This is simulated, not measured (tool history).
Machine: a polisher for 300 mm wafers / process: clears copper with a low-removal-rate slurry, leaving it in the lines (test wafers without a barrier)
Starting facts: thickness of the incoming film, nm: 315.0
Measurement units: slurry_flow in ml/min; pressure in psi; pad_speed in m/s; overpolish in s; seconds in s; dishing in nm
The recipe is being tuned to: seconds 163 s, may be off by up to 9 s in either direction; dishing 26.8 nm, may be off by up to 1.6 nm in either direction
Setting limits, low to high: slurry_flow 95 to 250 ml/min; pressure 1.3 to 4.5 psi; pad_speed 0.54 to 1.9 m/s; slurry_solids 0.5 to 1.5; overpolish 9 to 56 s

run,day,slurry_flow,pressure,pad_speed,slurry_solids,overpolish,seconds,dishing
1,0,160,2.9,1.22,1,29,102,57.749
2,0.254,160,2.9,1.22,1.2,29,104.05,58.124
3,0.462,165,2.5,1.22,1.2,25,111.08,49.95
4,0.612,165,2.5,1.22,1.05,25,114.9,46.204
5,0.721,165,2.2,1.22,1.05,23,125.03,42.335
6,0.896,165,2,1.2,1.05,20,134.87,34.051
7,1.154,160,1.8,1.2,1.05,19,145.97,30.732
8,1.383,160,1.8,1.2,1.05,19,144.13,31.072
9,1.517,155,1.7,1.2,1.05,19,147.84,30.133
10,1.808,155,1.6,1.2,1.05,19,151.24,28.461
11,1.862,150,1.5,1.2,1.05,20,163.23,29.768

Next run, 5 choices. One meets every target within its allowed miss, the rest don't. Which?
A,1.917,150,1.3,1.22,1.1,22,?,?
B,1.917,145,1.6,1.14,1.05,25,?,?
C,1.917,135,2.1,1.06,0.9,22,?,?
D,1.917,120,1.4,1.28,1,18,?,?
E,1.917,165,1.5,1.1,1.1,25,?,?

move,seconds,dishing
A,166.26,29.591
B,161.34,34.103
C,153.64,32.182
D,161.51,25.523
E,168.16,32.85
A: nearer the targets than the last run, but a result is still out of spec
B: moves away from the targets compared with the last run
C: moves away from the targets compared with the last run
D: each result inside its tolerance
E: moves away from the targets compared with the last run
So the answer is move D, the one that meets all the targets.
